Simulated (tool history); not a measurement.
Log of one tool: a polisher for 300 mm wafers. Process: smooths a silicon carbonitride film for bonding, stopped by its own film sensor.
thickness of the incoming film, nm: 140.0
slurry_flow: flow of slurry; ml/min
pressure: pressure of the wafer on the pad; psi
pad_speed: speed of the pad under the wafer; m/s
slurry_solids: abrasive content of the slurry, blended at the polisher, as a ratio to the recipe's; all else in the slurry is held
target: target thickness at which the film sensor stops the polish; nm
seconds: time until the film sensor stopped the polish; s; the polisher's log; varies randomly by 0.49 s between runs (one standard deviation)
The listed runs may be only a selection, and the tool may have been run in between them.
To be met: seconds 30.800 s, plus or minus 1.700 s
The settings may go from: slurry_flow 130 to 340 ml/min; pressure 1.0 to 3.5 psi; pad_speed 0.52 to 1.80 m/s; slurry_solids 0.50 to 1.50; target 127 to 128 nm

run    day  slurry_flow  pressure  pad_speed  slurry_solids  target  seconds
  1  0.000          220       2.2       1.16           1.00     127   42.177
  2  0.167          220       2.3       1.16           1.00     127   40.705
  3  0.346          220       2.4       1.16           1.00     127   38.282
  4  0.704          220       2.5       1.16           1.00     127   38.794
  5  1.042          220       2.6       1.18           1.00     127   36.926
  6  1.092          220       2.7       1.20           1.00     127   36.100
  7  1.262          220       2.8       1.22           1.00     127   34.091
  8  1.496          220       2.8       1.22           1.00     127   34.092
  9  1.871          220       2.9       1.22           1.00     127   33.685

Pick the move, out of 4, that brings all results within their allowed miss; only one does.
  A  2.246          260       2.7       1.12           1.10     127        ?
  B  2.246          210       3.1       1.24           1.10     127        ?
  C  2.246          235       3.3       1.44           0.90     127        ?
  D  2.246          225       2.8       1.20           0.85     127        ?

move  seconds
   A   35.389
   B   30.365
   C   27.391
   D   36.682
A: moves away from the targets compared with the last run
B: hits every target within its allowed miss
C: takes the biggest miss from the last run beyond its target
D: moves away from the targets compared with the last run
The right move is B.
